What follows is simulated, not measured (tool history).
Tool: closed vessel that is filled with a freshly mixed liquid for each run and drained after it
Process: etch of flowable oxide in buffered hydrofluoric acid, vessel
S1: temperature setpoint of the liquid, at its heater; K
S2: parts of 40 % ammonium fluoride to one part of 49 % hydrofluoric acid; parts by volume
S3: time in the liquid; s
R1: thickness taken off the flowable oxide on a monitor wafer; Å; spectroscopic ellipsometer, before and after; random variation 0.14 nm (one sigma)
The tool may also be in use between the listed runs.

run  hour      S1    S2  S3      R1
  1   0.0  297.15  22.5  30  223.62
  2   1.8  297.15  17.0  30  286.60
  3   3.0  298.65  17.0  30  307.55
  4   8.2  298.65  17.0  30  309.54
  5  16.5  298.65  17.0  30  309.68
  6  25.3  298.65  12.5  30  417.66
  7  34.2  298.15  12.5  30  407.61

Forecast run 8:
  8  36.5  297.65  12.5  30   ?

Run 8 gave R1 394.08 Å.
